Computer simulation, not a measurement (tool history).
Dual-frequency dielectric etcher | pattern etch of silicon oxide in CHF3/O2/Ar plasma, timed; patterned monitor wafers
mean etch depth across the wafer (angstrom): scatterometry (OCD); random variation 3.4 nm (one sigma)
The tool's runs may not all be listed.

| run | day | source power (kW) | bias power (kW) | etch time (s) | mean etch depth across the wafer (angstrom) |
|---|---|---|---|---|---|
| 1 | 0.000 | 0.760 | 0.228 | 291.0 | 6549.5 |
| 2 | 0.158 | 0.720 | 0.224 | 290.5 | 6401.5 |
| 3 | 0.254 | 0.690 | 0.220 | 290.0 | 6311.4 |
| 4 | 0.350 | 0.690 | 0.220 | 291.0 | 6319.0 |
| 5 | 0.546 | 0.740 | 0.220 | 291.0 | 6387.8 |
| 6 | 0.633 | 0.680 | 0.220 | 291.0 | 6215.4 |
| 7 | 1.004 | 0.660 | 0.218 | 290.5 | 6277.7 |

Run 8 comes next. What will it give?
| 8 | 1.254 | 0.650 | 0.210 | 288.5 | ? |

{"run 8": {"mean etch depth across the wafer (angstrom)": 6041.1}}
